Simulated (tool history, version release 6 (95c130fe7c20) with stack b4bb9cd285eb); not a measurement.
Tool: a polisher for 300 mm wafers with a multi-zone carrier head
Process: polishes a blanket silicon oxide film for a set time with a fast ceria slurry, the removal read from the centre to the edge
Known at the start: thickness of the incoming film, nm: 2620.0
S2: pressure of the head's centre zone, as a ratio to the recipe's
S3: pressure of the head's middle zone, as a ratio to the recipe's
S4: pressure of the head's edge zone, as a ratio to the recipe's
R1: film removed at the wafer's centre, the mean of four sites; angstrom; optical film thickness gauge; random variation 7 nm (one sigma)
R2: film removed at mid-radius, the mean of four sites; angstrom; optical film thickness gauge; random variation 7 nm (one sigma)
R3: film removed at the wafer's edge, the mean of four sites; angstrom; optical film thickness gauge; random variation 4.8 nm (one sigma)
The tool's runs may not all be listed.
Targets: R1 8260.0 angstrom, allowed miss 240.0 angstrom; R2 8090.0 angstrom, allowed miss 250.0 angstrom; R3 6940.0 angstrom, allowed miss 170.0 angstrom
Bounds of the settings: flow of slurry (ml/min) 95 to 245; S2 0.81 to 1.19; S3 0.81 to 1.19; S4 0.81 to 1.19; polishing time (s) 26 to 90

run 1 day=0.000 | flow_of_slurry_(ml/min)=155 S2=1.00 S3=1.00 S4=1.00 polishing_time_(s)=58 | R1=6487.3 R2=6733.8 R3=6641.9
run 2 day=0.046 | flow_of_slurry_(ml/min)=155 S2=1.00 S3=0.96 S4=1.00 polishing_time_(s)=58 | R1=6447.0 R2=6417.6 R3=6665.7
run 3 day=0.150 | flow_of_slurry_(ml/min)=180 S2=1.04 S3=1.00 S4=0.99 polishing_time_(s)=58 | R1=6983.7 R2=6783.8 R3=6685.6
run 4 day=0.204 | flow_of_slurry_(ml/min)=200 S2=1.04 S3=1.00 S4=0.99 polishing_time_(s)=58 | R1=7034.3 R2=7003.9 R3=6813.5
run 5 day=0.504 | flow_of_slurry_(ml/min)=200 S2=1.04 S3=1.00 S4=0.99 polishing_time_(s)=70 | R1=8575.2 R2=8306.1 R3=8239.0
run 6 day=0.562 | flow_of_slurry_(ml/min)=200 S2=1.04 S3=0.96 S4=0.99 polishing_time_(s)=70 | R1=8591.7 R2=8150.6 R3=8251.9
run 7 day=0.788 | flow_of_slurry_(ml/min)=190 S2=1.05 S3=1.00 S4=0.93 polishing_time_(s)=69 | R1=8407.5 R2=8197.7 R3=7773.4
run 8 day=1.158 | flow_of_slurry_(ml/min)=180 S2=1.06 S3=1.01 S4=0.89 polishing_time_(s)=69 | R1=8481.3 R2=8114.2 R3=7633.8

Which of these 5 next moves meets every target?
run A day=1.529 | flow_of_slurry_(ml/min)=195 S2=0.98 S3=1.05 S4=0.81 polishing_time_(s)=65 | R1=? R2=? R3=?
run B day=1.529 | flow_of_slurry_(ml/min)=150 S2=0.99 S3=1.03 S4=0.88 polishing_time_(s)=69 | R1=? R2=? R3=?
run C day=1.529 | flow_of_slurry_(ml/min)=195 S2=1.11 S3=1.09 S4=0.83 polishing_time_(s)=68 | R1=? R2=? R3=?
run D day=1.529 | flow_of_slurry_(ml/min)=215 S2=1.06 S3=1.05 S4=0.81 polishing_time_(s)=65 | R1=? R2=? R3=?
run E day=1.529 | flow_of_slurry_(ml/min)=240 S2=1.09 S3=1.07 S4=0.86 polishing_time_(s)=58 | R1=? R2=? R3=?

move=A R1=7597.0 R2=8033.7 R3=7025.5
move=B R1=7750.1 R2=8041.0 R3=7501.1
move=C R1=8871.0 R2=8659.2 R3=7424.8
move=D R1=8263.1 R2=8140.2 R3=7096.3
move=E R1=7676.0 R2=7477.3 R3=6568.0
A: brings the result that was furthest off to its target, and leaves another outside
B: nearer than the last run, and not there yet
C: nearer than the last run, and not there yet
D: meets every target
E: takes the result that was furthest off past its target
The right move is D.
